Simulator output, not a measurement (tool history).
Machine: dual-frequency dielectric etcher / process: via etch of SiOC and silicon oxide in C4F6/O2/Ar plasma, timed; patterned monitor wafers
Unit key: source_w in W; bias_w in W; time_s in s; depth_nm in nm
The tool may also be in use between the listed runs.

run,hour,source_w,bias_w,time_s,depth_nm
1,0.0,380,156,63,68.609
2,1.1,400,157,63,69.965
3,4.1,400,137,63,66.190
4,12.5,400,114,63,61.234
5,18.2,430,119,63,63.471
6,25.3,500,119,63,66.999
7,27.0,540,150,63,76.595

For run 8, what comes out?
8,29.3,530,150,63,?

{"run 8": {"depth_nm": 76.042}}

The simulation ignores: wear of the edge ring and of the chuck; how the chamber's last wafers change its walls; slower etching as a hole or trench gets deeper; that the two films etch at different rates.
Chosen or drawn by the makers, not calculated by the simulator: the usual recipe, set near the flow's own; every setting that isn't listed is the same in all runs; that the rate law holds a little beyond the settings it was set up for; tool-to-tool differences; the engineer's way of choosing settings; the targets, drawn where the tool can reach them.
